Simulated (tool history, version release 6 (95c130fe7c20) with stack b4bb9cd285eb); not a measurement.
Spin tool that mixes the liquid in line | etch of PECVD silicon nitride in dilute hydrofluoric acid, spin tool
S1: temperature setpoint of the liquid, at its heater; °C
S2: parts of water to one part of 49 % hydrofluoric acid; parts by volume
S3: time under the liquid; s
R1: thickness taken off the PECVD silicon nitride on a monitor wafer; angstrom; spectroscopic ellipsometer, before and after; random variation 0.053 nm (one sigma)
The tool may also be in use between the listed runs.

Run 1, hour 0.0: S1 24.0 °C, S2 215 parts by volume, S3 265 s. Result: R1 36.281 angstrom.
Run 2, hour 6.0: S1 25.0 °C, S2 215 parts by volume, S3 265 s. Result: R1 39.906 angstrom.
Run 3, hour 14.8: S1 26.5 °C, S2 215 parts by volume, S3 265 s. Result: R1 42.277 angstrom.
Run 4, hour 23.3: S1 26.5 °C, S2 215 parts by volume, S3 285 s. Result: R1 46.415 angstrom.
Run 5, hour 25.8: S1 26.5 °C, S2 280 parts by volume, S3 285 s. Result: R1 35.060 angstrom.
Run 6, hour 33.0: S1 26.5 °C, S2 315 parts by volume, S3 285 s. Result: R1 30.828 angstrom.
Run 7, hour 38.7: S1 28.0 °C, S2 305 parts by volume, S3 285 s. Result: R1 35.082 angstrom.
Run 8, hour 43.9: S1 29.0 °C, S2 300 parts by volume, S3 285 s. Result: R1 39.071 angstrom.
Run 9, hour 48.8: S1 30.0 °C, S2 300 parts by volume, S3 285 s. Result: R1 41.197 angstrom.

Forecast run 10:
Run 10, hour 56.0: S1 30.5 °C, S2 300 parts by volume, S3 285 s. Result: R1 ?.

R1: 42.610 angstrom

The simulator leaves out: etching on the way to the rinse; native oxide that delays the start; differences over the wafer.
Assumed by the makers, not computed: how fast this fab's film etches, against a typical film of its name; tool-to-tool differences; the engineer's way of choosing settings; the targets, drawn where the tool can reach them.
